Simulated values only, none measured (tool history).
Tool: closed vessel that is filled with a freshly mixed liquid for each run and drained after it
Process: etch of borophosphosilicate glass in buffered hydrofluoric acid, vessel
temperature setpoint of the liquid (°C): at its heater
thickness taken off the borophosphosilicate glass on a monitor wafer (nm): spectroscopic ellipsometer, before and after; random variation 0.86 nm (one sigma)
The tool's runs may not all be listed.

run    day  temperature setpoint of the liquid (°C)  parts of 40 % ammonium fluoride to one part of 49 % hydrofluoric acid (parts by volume)  time in the liquid (s)  thickness taken off the borophosphosilicate glass on a monitor wafer (nm)
  1      0                                       22                                                                                       19                      95                                                                     141.64
  2  0.333                                     21.5                                                                                       19                      95                                                                     138.26
  3  0.425                                     21.5                                                                                     15.5                      95                                                                      168.1
  4  0.467                                     21.5                                                                                     12.5                      95                                                                     208.44
  5  0.562                                       24                                                                                     12.5                      95                                                                     235.36
  6  0.721                                     23.5                                                                                       13                      95                                                                     223.52
  7  0.962                                       23                                                                                     13.5                      95                                                                     209.39

Forecast run 8:
  8  1.196                                     22.5                                                                                       14                      95                                                                          ?

{"run 8": {"thickness taken off the borophosphosilicate glass on a monitor wafer (nm)": 192.43}}

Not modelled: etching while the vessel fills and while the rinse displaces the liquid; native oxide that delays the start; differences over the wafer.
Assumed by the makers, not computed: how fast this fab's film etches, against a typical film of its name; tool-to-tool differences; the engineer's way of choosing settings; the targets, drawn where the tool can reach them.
